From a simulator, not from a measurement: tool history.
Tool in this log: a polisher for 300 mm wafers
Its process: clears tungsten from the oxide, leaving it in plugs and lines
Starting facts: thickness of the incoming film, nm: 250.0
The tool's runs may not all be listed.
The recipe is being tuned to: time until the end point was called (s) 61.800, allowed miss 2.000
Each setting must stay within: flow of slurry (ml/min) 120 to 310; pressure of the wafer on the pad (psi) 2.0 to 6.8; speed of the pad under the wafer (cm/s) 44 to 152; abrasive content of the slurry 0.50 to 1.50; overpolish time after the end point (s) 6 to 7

| run | hour | flow of slurry (ml/min) | pressure of the wafer on the pad (psi) | speed of the pad under the wafer (cm/s) | abrasive content of the slurry | overpolish time after the end point (s) | time until the end point was called (s) |
|---|---|---|---|---|---|---|---|
| 1 | 0.0 | 200 | 4.4 | 98 | 1.00 | 7 | 42.709 |
| 2 | 6.6 | 200 | 4.4 | 108 | 1.00 | 7 | 38.833 |
| 3 | 9.5 | 200 | 4.0 | 108 | 1.00 | 7 | 42.873 |
| 4 | 17.9 | 220 | 4.0 | 108 | 1.00 | 7 | 41.295 |
| 5 | 25.9 | 210 | 3.7 | 108 | 1.00 | 7 | 44.884 |
| 6 | 27.5 | 210 | 3.7 | 108 | 1.00 | 6 | 45.122 |
| 7 | 34.8 | 200 | 3.5 | 108 | 1.00 | 6 | 48.300 |
| 8 | 36.1 | 190 | 3.4 | 108 | 1.00 | 6 | 48.671 |
|  | 37.0 | worn pad replaced by a new one |
| 9 | 37.0 | 190 | 3.2 | 108 | 1.00 | 6 | 47.322 |
| 10 | 39.9 | 190 | 3.0 | 106 | 1.00 | 6 | 51.144 |
| 11 | 45.4 | 190 | 3.0 | 106 | 1.00 | 6 | 50.865 |
| 12 | 48.9 | 190 | 2.8 | 104 | 1.00 | 6 | 56.412 |
| 13 | 52.0 | 190 | 2.7 | 104 | 1.00 | 6 | 57.635 |

Exercise: of the 5 proposed moves below, exactly one satisfies all targets within the stated allowed misses. Which move is it?
| A | 55.1 | 205 | 2.8 | 102 | 1.05 | 6 | ? |
| B | 55.1 | 175 | 2.8 | 94 | 0.80 | 6 | ? |
| C | 55.1 | 185 | 2.7 | 90 | 1.00 | 7 | ? |
| D | 55.1 | 175 | 2.7 | 98 | 1.00 | 6 | ? |
| E | 55.1 | 215 | 2.3 | 132 | 1.00 | 6 | ? |

| move | time until the end point was called (s) |
|---|---|
| A | 56.724 |
| B | 66.279 |
| C | 67.727 |
| D | 62.726 |
| E | 53.507 |
A: misses by more than the last run did
B: carries the result that was furthest off beyond its target, to the other side
C: carries the result that was furthest off beyond its target, to the other side
D: every result lands within tolerance
E: misses by more than the last run did
So the answer is move D, the one that meets all the targets.
